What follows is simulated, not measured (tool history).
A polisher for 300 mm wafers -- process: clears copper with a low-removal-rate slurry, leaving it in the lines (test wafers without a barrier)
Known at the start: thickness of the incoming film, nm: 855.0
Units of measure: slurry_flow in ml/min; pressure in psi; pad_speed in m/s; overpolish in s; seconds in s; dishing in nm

| run | hour | slurry_flow | pressure | pad_speed | slurry_solids | overpolish | seconds | dishing |
|---|---|---|---|---|---|---|---|---|
| 1 | 0 | 200 | 4.1 | 1.38 | 1 | 16 | 150.32 | 39.055 |
| 2 | 8.9 | 200 | 4.1 | 1.38 | 1 | 23 | 156.43 | 43.698 |
| 3 | 12 | 200 | 4.1 | 1.38 | 0.9 | 23 | 156.79 | 43.661 |
| 4 | 17.1 | 200 | 4.1 | 1.38 | 0.75 | 23 | 164.17 | 43.393 |
| 5 | 20.7 | 200 | 3.6 | 1.36 | 0.75 | 23 | 180.28 | 41.456 |
| 6 | 28.6 | 200 | 3.2 | 1.34 | 0.75 | 23 | 208.05 | 38.977 |

Predict the results of run 7:
| 7 | 33.6 | 200 | 3 | 1.34 | 0.75 | 23 | ? | ? |

Logged for run 7: seconds 214.27 s, dishing 38.754 nm.
